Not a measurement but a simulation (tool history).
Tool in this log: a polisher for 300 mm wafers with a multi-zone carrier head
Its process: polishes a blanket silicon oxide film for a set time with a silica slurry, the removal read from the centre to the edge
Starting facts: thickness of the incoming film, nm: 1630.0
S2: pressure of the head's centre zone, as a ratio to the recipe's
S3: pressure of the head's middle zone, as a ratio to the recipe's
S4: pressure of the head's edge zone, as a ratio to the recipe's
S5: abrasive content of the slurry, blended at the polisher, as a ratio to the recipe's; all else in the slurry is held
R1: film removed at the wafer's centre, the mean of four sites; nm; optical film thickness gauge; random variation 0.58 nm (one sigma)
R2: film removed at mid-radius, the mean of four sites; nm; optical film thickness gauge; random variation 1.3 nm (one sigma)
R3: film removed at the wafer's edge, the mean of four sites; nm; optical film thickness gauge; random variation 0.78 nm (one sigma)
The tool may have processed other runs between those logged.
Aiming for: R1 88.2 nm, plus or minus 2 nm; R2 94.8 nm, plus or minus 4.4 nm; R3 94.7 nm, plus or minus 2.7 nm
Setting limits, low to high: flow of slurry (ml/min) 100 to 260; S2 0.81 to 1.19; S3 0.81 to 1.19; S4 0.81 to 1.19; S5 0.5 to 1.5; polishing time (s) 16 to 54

run 1 day=0 | flow_of_slurry_(ml/min)=165 S2=1 S3=1 S4=1 S5=1 polishing_time_(s)=35 | R1=164.13 R2=158.37 R3=161
run 2 day=0.304 | flow_of_slurry_(ml/min)=200 S2=1 S3=1 S4=1 S5=1 polishing_time_(s)=35 | R1=169.87 R2=162.3 R3=163.84
run 3 day=0.338 | flow_of_slurry_(ml/min)=190 S2=0.97 S3=0.99 S4=0.97 S5=0.9 polishing_time_(s)=33 | R1=147.81 R2=143.18 R3=143.13
run 4 day=0.708 | flow_of_slurry_(ml/min)=190 S2=0.97 S3=0.99 S4=0.97 S5=0.8 polishing_time_(s)=33 | R1=136.17 R2=135.98 R3=134.61
run 5 day=0.975 | flow_of_slurry_(ml/min)=180 S2=0.94 S3=0.97 S4=0.94 S5=0.75 polishing_time_(s)=32 | R1=123.38 R2=122.95 R3=122.62
run 6 day=1.2 | flow_of_slurry_(ml/min)=170 S2=0.91 S3=0.96 S4=0.92 S5=0.7 polishing_time_(s)=32 | R1=116.51 R2=119.27 R3=116.98
run 7 day=1.533 | flow_of_slurry_(ml/min)=120 S2=0.81 S3=0.87 S4=0.88 S5=0.5 polishing_time_(s)=30 | R1=73.329 R2=74.433 R3=80.818
run 8 day=1.879 | flow_of_slurry_(ml/min)=140 S2=0.81 S3=0.88 S4=0.88 S5=0.5 polishing_time_(s)=30 | R1=77.206 R2=79.653 R3=83.581
run 9 day=2.246 | flow_of_slurry_(ml/min)=155 S2=0.81 S3=0.89 S4=0.89 S5=0.5 polishing_time_(s)=30 | R1=78.048 R2=80.376 R3=85.592
run 10 day=2.488 | flow_of_slurry_(ml/min)=155 S2=0.81 S3=0.89 S4=0.89 S5=0.5 polishing_time_(s)=30 | R1=78.465 R2=83.017 R3=84.092

4 next moves are on the table. One of them brings every result within its allowed miss. Which?
run A day=2.729 | flow_of_slurry_(ml/min)=135 S2=0.84 S3=0.95 S4=0.89 S5=0.55 polishing_time_(s)=32 | R1=? R2=? R3=?
run B day=2.729 | flow_of_slurry_(ml/min)=250 S2=0.92 S3=0.94 S4=0.81 S5=0.7 polishing_time_(s)=22 | R1=? R2=? R3=?
run C day=2.729 | flow_of_slurry_(ml/min)=170 S2=0.92 S3=0.92 S4=0.81 S5=0.5 polishing_time_(s)=29 | R1=? R2=? R3=?
run D day=2.729 | flow_of_slurry_(ml/min)=175 S2=1.11 S3=0.81 S4=0.83 S5=0.5 polishing_time_(s)=28 | R1=? R2=? R3=?

move=A R1=88.484 R2=95.421 R3=94.447
move=B R1=85.173 R2=84.147 R3=78.624
move=C R1=84.69 R2=82.758 R3=79.922
move=D R1=94.53 R2=72.271 R3=78.333
A: meets every target
B: its largest miss is bigger than the last run's
C: its largest miss is bigger than the last run's
D: takes the result that was furthest off past its target
Go with A: it meets all targets.

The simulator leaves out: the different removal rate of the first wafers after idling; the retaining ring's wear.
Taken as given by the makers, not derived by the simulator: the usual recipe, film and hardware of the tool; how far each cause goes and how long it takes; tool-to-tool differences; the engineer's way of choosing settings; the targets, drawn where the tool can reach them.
